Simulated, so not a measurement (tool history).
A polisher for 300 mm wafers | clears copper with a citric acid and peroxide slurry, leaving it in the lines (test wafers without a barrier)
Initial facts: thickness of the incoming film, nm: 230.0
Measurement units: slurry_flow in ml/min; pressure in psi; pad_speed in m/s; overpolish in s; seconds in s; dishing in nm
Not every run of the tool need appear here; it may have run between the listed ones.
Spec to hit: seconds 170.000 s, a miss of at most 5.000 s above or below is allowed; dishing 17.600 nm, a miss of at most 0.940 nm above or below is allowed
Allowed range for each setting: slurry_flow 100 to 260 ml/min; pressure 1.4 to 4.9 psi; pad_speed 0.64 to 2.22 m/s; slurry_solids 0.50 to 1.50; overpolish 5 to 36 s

run	day	slurry_flow	pressure	pad_speed	slurry_solids	overpolish	seconds	dishing
1	0.000	165	3.1	1.42	1.00	18	91.632	29.109
2	0.225	165	3.1	1.42	1.20	18	87.283	28.966
3	0.338	160	2.9	1.40	1.20	18	96.378	27.724
4	0.496	160	2.7	1.40	1.20	18	101.880	25.366
5	0.571	155	2.6	1.40	1.20	18	106.350	25.706
6	0.621	155	2.5	1.40	1.20	18	112.330	24.866
7	0.721	135	1.6	1.38	1.20	17	176.610	15.782
8	1.046	145	1.6	1.38	1.20	18	173.060	16.625

Of the 5 settings listed for the next run, only one would bring every result within its allowed miss of target. Which one?
A	1.371	140	1.8	1.16	1.25	19	?	?
B	1.371	135	1.7	1.26	1.25	16	?	?
C	1.371	100	1.4	2.16	1.00	17	?	?
D	1.371	135	1.7	1.18	1.10	25	?	?
E	1.371	205	1.7	1.06	1.20	20	?	?

move	seconds	dishing
A	170.920	17.682
B	173.820	15.003
C	170.530	15.952
D	185.540	20.710
E	178.910	17.736
A: every result lands within tolerance
B: its largest miss is bigger than the last run's
C: its largest miss is bigger than the last run's
D: takes the result that was furthest off past its target
E: meets the target for the result that was furthest off, but another lies outside its allowed miss
Correct choice: A, which meets every target
